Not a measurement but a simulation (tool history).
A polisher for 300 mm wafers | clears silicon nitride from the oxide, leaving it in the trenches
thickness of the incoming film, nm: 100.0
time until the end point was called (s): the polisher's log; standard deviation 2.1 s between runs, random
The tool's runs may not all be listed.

run	hour	flow of slurry (ml/min)	pressure of the wafer on the pad (psi)	speed of the pad under the wafer (m/s)	overpolish time after the end point (s)	time until the end point was called (s)
1	0	215	2.9	1.18	12	103.69
2	5.3	215	2.7	1.18	12	109.34
3	11.9	215	2.7	1.18	12	108.95
4	18.5	215	2.5	1.18	12	116.86
5	23.7	240	2.5	1.18	12	114.01
6	24.2	240	2.2	1.18	12	126.98

Expected results for the next run?
7	27.8	240	2.1	1.18	12	?

Run 7 measured time until the end point was called (s) 133.55.
